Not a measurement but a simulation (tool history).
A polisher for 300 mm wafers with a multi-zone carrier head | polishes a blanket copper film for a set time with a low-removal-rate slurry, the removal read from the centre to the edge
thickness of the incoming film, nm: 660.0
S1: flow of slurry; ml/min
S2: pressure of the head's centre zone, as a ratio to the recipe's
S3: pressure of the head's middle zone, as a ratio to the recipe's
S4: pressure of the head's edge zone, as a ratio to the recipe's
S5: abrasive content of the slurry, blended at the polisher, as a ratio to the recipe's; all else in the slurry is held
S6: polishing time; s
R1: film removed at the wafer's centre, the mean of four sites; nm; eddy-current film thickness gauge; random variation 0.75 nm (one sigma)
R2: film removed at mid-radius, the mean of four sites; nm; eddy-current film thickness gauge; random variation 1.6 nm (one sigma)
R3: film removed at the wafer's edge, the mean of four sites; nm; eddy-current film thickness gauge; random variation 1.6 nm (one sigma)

{"run": 1, "hour": 0.0, "S1": 185, "S2": 1.0, "S3": 1.0, "S4": 1.0, "S5": 1.0, "S6": 45, "R1": 193.67, "R2": 195.08, "R3": 199.91}
{"run": 2, "hour": 7.6, "S1": 185, "S2": 1.0, "S3": 1.06, "S4": 1.0, "S5": 1.0, "S6": 45, "R1": 195.74, "R2": 211.71, "R3": 204.83}
{"run": 3, "hour": 11.0, "S1": 225, "S2": 1.0, "S3": 1.06, "S4": 1.0, "S5": 1.0, "S6": 45, "R1": 201.0, "R2": 215.19, "R3": 209.01}
{"run": 4, "hour": 15.8, "S1": 225, "S2": 1.0, "S3": 1.06, "S4": 1.0, "S5": 0.8, "S6": 45, "R1": 191.22, "R2": 206.03, "R3": 196.97}
{"run": 5, "hour": 24.7, "S1": 210, "S2": 0.96, "S3": 1.05, "S4": 0.99, "S5": 0.75, "S6": 43, "R1": 172.36, "R2": 193.97, "R3": 185.69}
{"run": 6, "hour": 26.3, "S1": 200, "S2": 0.93, "S3": 1.04, "S4": 0.97, "S5": 0.7, "S6": 41, "R1": 154.89, "R2": 179.76, "R3": 165.73}

Run 7 comes next. What will it give?
{"run": 7, "hour": 28.6, "S1": 190, "S2": 0.9, "S3": 1.03, "S4": 0.98, "S5": 0.65, "S6": 40, "R1": "?", "R2": "?", "R3": "?"}

Run 7 gave R1 143.00 nm, R2 167.88 nm, R3 162.11 nm.
